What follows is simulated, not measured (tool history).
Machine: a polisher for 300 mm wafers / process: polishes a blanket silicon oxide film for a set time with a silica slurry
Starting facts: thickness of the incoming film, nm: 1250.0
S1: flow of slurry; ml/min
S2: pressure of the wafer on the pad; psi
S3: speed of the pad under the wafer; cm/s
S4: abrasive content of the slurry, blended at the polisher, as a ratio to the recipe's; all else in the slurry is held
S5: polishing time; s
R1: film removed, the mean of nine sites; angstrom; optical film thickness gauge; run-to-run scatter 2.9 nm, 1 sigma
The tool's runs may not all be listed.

| run | hour | S1 | S2 | S3 | S4 | S5 | R1 |
|---|---|---|---|---|---|---|---|
| 1 | 0.0 | 260 | 5.4 | 146 | 1.00 | 46 | 2710.1 |
| 2 | 3.8 | 260 | 5.4 | 146 | 0.85 | 46 | 2583.7 |
| 3 | 5.7 | 260 | 5.4 | 146 | 0.70 | 46 | 2302.3 |
| 4 | 7.2 | 260 | 5.4 | 172 | 0.70 | 46 | 2681.4 |
| 5 | 10.1 | 260 | 5.4 | 172 | 0.70 | 46 | 2676.6 |
| 6 | 15.6 | 260 | 5.0 | 170 | 0.70 | 46 | 2420.7 |
| 7 | 24.4 | 260 | 4.8 | 170 | 0.70 | 46 | 2389.2 |

What does the tool deliver on the next run?
| 8 | 31.6 | 260 | 4.6 | 170 | 0.70 | 46 | ? |

{"run 8": {"R1": 2264.7}}
